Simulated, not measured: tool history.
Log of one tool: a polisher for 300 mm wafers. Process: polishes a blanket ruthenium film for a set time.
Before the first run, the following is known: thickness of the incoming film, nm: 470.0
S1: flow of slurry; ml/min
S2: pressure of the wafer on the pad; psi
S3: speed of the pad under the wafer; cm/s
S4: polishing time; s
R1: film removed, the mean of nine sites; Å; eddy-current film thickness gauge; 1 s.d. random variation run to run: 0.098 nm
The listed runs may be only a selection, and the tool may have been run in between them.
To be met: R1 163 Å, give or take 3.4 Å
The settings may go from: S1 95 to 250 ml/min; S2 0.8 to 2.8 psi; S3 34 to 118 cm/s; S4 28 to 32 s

| run | hour | S1 | S2 | S3 | S4 | R1 |
|---|---|---|---|---|---|---|
| 1 | 0 | 160 | 1.8 | 76 | 32 | 240.17 |
| 2 | 4.2 | 150 | 1.6 | 76 | 32 | 212.93 |
| 3 | 6.5 | 150 | 1.6 | 82 | 32 | 228.26 |
| 4 | 10.8 | 140 | 1.5 | 82 | 32 | 213.45 |
| 5 | 17.4 | 130 | 1.4 | 82 | 32 | 199.04 |
| 6 | 22 | 130 | 1.4 | 82 | 28 | 170.83 |
| 7 | 27.9 | 125 | 1.4 | 82 | 28 | 171.07 |
| 8 | 34.6 | 120 | 1.4 | 82 | 28 | 170.37 |
| 9 | 41.4 | 115 | 1.4 | 82 | 28 | 170.84 |
| 10 | 43.4 | 110 | 1.4 | 82 | 28 | 170.01 |
| 11 | 52 | 105 | 1.4 | 82 | 28 | 168.87 |
| 12 | 58 | 100 | 1.4 | 82 | 28 | 168.3 |

Consider the 4 candidate settings below. Which is the only one whose results all fall within their allowed miss of target?
| A | 64 | 95 | 1.6 | 74 | 28 | ? |
| B | 64 | 100 | 1.3 | 82 | 31 | ? |
| C | 64 | 115 | 1.3 | 90 | 28 | ? |
| D | 64 | 95 | 1.4 | 78 | 29 | ? |

| move | R1 |
|---|---|
| A | 169.74 |
| B | 171.19 |
| C | 172.48 |
| D | 162.66 |
A: further off than the last run
B: further off than the last run
C: further off than the last run
D: every result lands within tolerance
Move D is the one to make.
